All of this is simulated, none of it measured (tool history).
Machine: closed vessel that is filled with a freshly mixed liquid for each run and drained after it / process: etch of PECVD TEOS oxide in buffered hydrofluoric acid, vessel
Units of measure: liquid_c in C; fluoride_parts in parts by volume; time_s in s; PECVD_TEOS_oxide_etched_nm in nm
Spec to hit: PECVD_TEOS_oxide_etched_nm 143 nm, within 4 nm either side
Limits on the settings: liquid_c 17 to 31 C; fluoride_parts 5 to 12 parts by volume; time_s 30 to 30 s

run,hour,liquid_c,fluoride_parts,time_s,PECVD_TEOS_oxide_etched_nm
1,0,23,7,30,89.78
2,4.7,23,8,30,76.278
3,8.7,24,8,30,81.139
4,12.4,25,8,30,85.42
5,20.1,25.5,8,30,87.12
6,25.6,26,8,30,89.394
7,32.1,26.5,8,30,93.352
8,39.2,27,8,30,95.349
9,43.8,27.5,8,30,95.852
10,48.5,28,8,30,101.05
11,54.7,28.5,8,30,102.61
12,62.6,31,6,30,155.16

Next run, 4 choices. One meets every target within its allowed miss, the rest don't. Which?
A,70.5,31,5,30,?
B,70.5,30.5,5.5,30,?
C,70.5,29.5,6,30,?
D,70.5,30,5,30,?

move,PECVD_TEOS_oxide_etched_nm
A,179.88
B,161.74
C,142.61
D,170.75
A: its largest miss is bigger than the last run's
B: its largest miss is bigger than the last run's
C: every result within its allowed miss
D: its largest miss is bigger than the last run's
C is the move that brings every result within its allowed miss.

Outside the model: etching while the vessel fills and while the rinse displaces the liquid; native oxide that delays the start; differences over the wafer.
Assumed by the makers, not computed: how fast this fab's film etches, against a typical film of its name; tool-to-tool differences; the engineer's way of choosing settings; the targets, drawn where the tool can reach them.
